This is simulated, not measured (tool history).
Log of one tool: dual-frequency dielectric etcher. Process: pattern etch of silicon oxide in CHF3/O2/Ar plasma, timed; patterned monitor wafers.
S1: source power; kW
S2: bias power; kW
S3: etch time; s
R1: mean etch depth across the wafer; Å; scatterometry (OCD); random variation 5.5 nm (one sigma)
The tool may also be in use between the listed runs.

{"run": 1, "hour": 0.0, "S1": 0.71, "S2": 0.189, "S3": 472, "R1": 10881}
{"run": 2, "hour": 5.6, "S1": 0.71, "S2": 0.189, "S3": 493, "R1": 11293}
{"run": 3, "hour": 12.4, "S1": 0.74, "S2": 0.19, "S3": 493, "R1": 11391}
{"run": 4, "hour": 14.8, "S1": 0.74, "S2": 0.19, "S3": 493, "R1": 11434}
{"run": 5, "hour": 17.6, "S1": 0.74, "S2": 0.19, "S3": 472, "R1": 10950}
{"run": 6, "hour": 22.0, "S1": 0.74, "S2": 0.19, "S3": 472, "R1": 10922}
{"hour": 30.4, "done": "source power generator calibrated"}
{"run": 7, "hour": 30.4, "S1": 0.74, "S2": 0.19, "S3": 472, "R1": 10842}

The next listed run, before its measurement:
{"run": 8, "hour": 38.1, "S1": 0.79, "S2": 0.196, "S3": 472.5, "R1": "?"}

R1: 11158 Å
